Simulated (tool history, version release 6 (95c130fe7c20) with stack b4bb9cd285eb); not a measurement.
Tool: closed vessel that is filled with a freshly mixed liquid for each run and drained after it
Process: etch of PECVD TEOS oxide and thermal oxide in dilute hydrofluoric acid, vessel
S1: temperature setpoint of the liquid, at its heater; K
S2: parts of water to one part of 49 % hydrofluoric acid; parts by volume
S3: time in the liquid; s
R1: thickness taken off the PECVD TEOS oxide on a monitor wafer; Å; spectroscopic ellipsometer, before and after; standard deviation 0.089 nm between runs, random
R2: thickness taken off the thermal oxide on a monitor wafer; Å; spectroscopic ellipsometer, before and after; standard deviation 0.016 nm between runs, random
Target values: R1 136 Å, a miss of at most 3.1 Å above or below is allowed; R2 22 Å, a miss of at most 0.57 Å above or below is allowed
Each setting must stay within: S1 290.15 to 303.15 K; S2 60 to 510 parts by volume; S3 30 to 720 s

{"run": 1, "day": 0.0, "S1": 295.15, "S2": 285, "S3": 370, "R1": 306.66, "R2": 48.579}
{"run": 2, "day": 0.108, "S1": 293.65, "S2": 285, "S3": 370, "R1": 289.5, "R2": 46.231}
{"run": 3, "day": 0.375, "S1": 292.65, "S2": 320, "S3": 370, "R1": 238.03, "R2": 38.38}
{"run": 4, "day": 0.579, "S1": 292.65, "S2": 375, "S3": 370, "R1": 193.07, "R2": 31.294}
{"run": 5, "day": 0.838, "S1": 294.15, "S2": 375, "S3": 370, "R1": 202.94, "R2": 33.35}
{"run": 6, "day": 1.129, "S1": 294.15, "S2": 375, "S3": 500, "R1": 276.44, "R2": 44.42}
{"run": 7, "day": 1.358, "S1": 293.15, "S2": 410, "S3": 500, "R1": 235.88, "R2": 37.853}
{"run": 8, "day": 1.438, "S1": 292.65, "S2": 435, "S3": 495, "R1": 211.46, "R2": 34.443}
{"run": 9, "day": 1.625, "S1": 292.15, "S2": 455, "S3": 485, "R1": 192.62, "R2": 31.182}
{"run": 10, "day": 1.75, "S1": 291.65, "S2": 470, "S3": 475, "R1": 177.99, "R2": 28.662}
{"run": 11, "day": 2.071, "S1": 290.15, "S2": 510, "S3": 445, "R1": 141.15, "R2": 22.574}
{"run": 12, "day": 2.442, "S1": 290.65, "S2": 510, "S3": 440, "R1": 142.82, "R2": 22.771}
{"run": 13, "day": 2.604, "S1": 290.65, "S2": 510, "S3": 435, "R1": 141.58, "R2": 22.872}
{"run": 14, "day": 2.883, "S1": 290.65, "S2": 510, "S3": 430, "R1": 139.34, "R2": 22.47}

Of the 5 settings listed for the next run, only one would bring every result within its allowed miss of target. Which one?
{"run": "A", "day": 3.162, "S1": 292.15, "S2": 510, "S3": 430, "R1": "?", "R2": "?"}
{"run": "B", "day": 3.162, "S1": 293.15, "S2": 510, "S3": 390, "R1": "?", "R2": "?"}
{"run": "C", "day": 3.162, "S1": 293.65, "S2": 510, "S3": 400, "R1": "?", "R2": "?"}
{"run": "D", "day": 3.162, "S1": 291.15, "S2": 495, "S3": 415, "R1": "?", "R2": "?"}
{"run": "E", "day": 3.162, "S1": 290.65, "S2": 510, "S3": 400, "R1": "?", "R2": "?"}

move=A R1=147.4 R2=23.758
move=B R1=138.2 R2=22.275
move=C R1=144.09 R2=23.224
move=D R1=143.3 R2=23.097
move=E R1=130.34 R2=21.008
A: lands further from the targets than the last run did
B: hits every target within its allowed miss
C: lands further from the targets than the last run did
D: lands further from the targets than the last run did
E: takes the biggest miss from the last run beyond its target
B is the move that brings every result within its allowed miss.

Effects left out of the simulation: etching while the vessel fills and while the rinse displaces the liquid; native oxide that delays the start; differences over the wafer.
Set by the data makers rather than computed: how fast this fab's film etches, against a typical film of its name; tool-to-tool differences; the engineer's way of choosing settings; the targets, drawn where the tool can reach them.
